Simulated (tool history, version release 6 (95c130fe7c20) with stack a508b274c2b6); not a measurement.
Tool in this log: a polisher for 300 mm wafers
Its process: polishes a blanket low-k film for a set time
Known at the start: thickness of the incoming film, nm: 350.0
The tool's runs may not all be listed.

run  hour  flow of slurry (ml/min)  pressure of the wafer on the pad (kPa)  speed of the pad under the wafer (m/s)  abrasive content of the slurry  polishing time (s)  film removed (nm)
  1   0.0                      155                                    15.2                                    1.18                             1.0                 108             55.721
  2   4.1                      160                                    15.9                                    1.18                             1.0                 108             58.133
  3   4.7                      160                                    15.9                                    1.18                             1.0                 108             57.181
  4   7.4                      130                                    15.9                                    1.18                             1.0                 108             56.692
  5   9.4                      130                                    15.9                                    1.18                             1.0                 113             58.239
  6  10.2                      130                                    15.9                                    1.18                             1.0                 113             58.814
  7  10.9                      170                                    20.0                                    1.20                             1.0                 113             71.680

What does the tool deliver on the next run?
  8  17.6                      170                                    20.7                                    1.20                             1.0                 113                  ?

Logged for run 8: film removed (nm) 75.027.
